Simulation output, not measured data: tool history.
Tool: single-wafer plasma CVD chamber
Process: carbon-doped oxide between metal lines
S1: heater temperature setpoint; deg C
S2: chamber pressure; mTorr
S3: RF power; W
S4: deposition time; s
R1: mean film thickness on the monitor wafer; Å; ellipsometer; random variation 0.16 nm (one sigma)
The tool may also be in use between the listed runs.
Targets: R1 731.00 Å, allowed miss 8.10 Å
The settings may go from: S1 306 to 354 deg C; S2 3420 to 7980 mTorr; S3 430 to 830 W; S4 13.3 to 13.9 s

run	hour	S1	S2	S3	S4	R1
1	0.0	330	5700	630	13.9	856.55
2	1.5	330	5700	630	13.9	856.81
3	8.1	330	5700	630	13.3	820.86
4	10.0	330	5700	630	13.3	824.42
5	13.7	330	5700	575	13.3	778.83
6	15.2	330	5700	575	13.9	813.54
7	17.7	336	5340	570	13.9	787.97
8	25.2	340	5040	565	13.9	764.63
9	28.0	343	4950	565	13.9	758.68
10	36.8	346	4850	565	13.9	749.22

5 next moves are on the table. One of them brings every result within its allowed miss. Which?
A	45.6	344	4710	540	13.9	?
B	45.6	336	5880	535	13.6	?
C	45.6	344	4990	575	13.7	?
D	45.6	348	4520	595	13.8	?
E	45.6	343	5500	600	13.5	?

move	R1
A	730.88
B	751.52
C	753.97
D	754.62
E	775.12
A: meets every target
B: further off than the last run
C: further off than the last run
D: further off than the last run
E: further off than the last run
The right move is A.

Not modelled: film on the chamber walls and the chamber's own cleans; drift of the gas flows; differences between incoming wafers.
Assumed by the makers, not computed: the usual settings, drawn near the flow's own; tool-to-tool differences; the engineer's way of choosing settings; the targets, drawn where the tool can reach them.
